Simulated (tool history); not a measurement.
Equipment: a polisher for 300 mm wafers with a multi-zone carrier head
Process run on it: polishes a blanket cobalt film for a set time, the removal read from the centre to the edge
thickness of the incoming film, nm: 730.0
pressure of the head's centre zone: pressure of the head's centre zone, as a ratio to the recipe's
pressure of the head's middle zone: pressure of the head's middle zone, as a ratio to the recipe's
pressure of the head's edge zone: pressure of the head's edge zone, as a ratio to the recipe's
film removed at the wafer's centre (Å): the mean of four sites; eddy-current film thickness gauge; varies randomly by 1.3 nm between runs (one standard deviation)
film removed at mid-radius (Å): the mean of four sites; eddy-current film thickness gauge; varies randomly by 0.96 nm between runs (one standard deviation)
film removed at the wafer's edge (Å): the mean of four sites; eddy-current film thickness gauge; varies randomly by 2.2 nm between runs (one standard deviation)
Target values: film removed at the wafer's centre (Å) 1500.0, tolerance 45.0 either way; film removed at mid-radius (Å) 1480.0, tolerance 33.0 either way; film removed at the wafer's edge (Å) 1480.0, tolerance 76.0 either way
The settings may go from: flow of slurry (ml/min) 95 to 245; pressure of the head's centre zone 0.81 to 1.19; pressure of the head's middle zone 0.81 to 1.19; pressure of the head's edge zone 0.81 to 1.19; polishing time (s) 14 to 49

run,hour,flow of slurry (ml/min),pressure of the head's centre zone,pressure of the head's middle zone,pressure of the head's edge zone,polishing time (s),film removed at the wafer's centre (Å),film removed at mid-radius (Å),film removed at the wafer's edge (Å)
1,0.0,155,1.00,1.00,1.00,31,1274.7,1135.5,1181.0
2,6.2,155,1.00,1.00,1.08,31,1252.6,1136.6,1238.8
3,8.2,155,1.00,1.00,1.14,31,1268.2,1130.9,1258.4
4,9.7,140,1.00,1.00,1.14,31,1246.6,1107.8,1241.3
5,12.2,140,1.00,1.00,1.14,36,1415.1,1305.1,1414.6
6,20.1,140,1.05,1.00,1.14,36,1531.6,1293.8,1451.6
7,22.4,145,1.04,1.01,1.14,36,1536.5,1328.5,1425.5
8,27.9,145,1.04,1.01,1.14,36,1514.1,1329.6,1438.0
9,31.6,150,1.03,1.02,1.14,36,1506.3,1333.1,1441.9
10,33.2,155,1.02,1.03,1.14,36,1499.1,1360.0,1449.9
# hour 34.7: centre zone pressure recalibrated
11,34.7,160,1.02,1.04,1.14,36,1359.5,1385.0,1439.5
12,36.3,160,1.03,1.04,1.13,36,1383.8,1371.7,1446.8
13,40.3,160,1.04,1.04,1.12,36,1420.4,1376.9,1456.0

Exercise: of the 5 proposed moves below, exactly one satisfies all targets within the stated allowed misses. Which move is it?
A,44.3,175,0.96,1.04,1.02,38,?,?,?
B,44.3,180,1.01,1.05,1.16,39,?,?,?
C,44.3,115,1.01,1.02,0.93,42,?,?,?
D,44.3,95,1.11,0.99,0.81,42,?,?,?
E,44.3,95,1.04,1.03,0.82,46,?,?,?

move,film removed at the wafer's centre (Å),film removed at mid-radius (Å),film removed at the wafer's edge (Å)
A,1365.2,1460.5,1440.7
B,1481.3,1516.4,1581.8
C,1470.6,1483.8,1452.2
D,1550.9,1394.7,1331.2
E,1591.2,1580.2,1465.0
A: meets the target for the result that was furthest off, but another lies outside its allowed miss
B: carries the result that was furthest off beyond its target, to the other side
C: every result within its allowed miss
D: closer than the last run, but not yet in spec
E: carries the result that was furthest off beyond its target, to the other side
So the answer is move C, the one that meets all the targets.
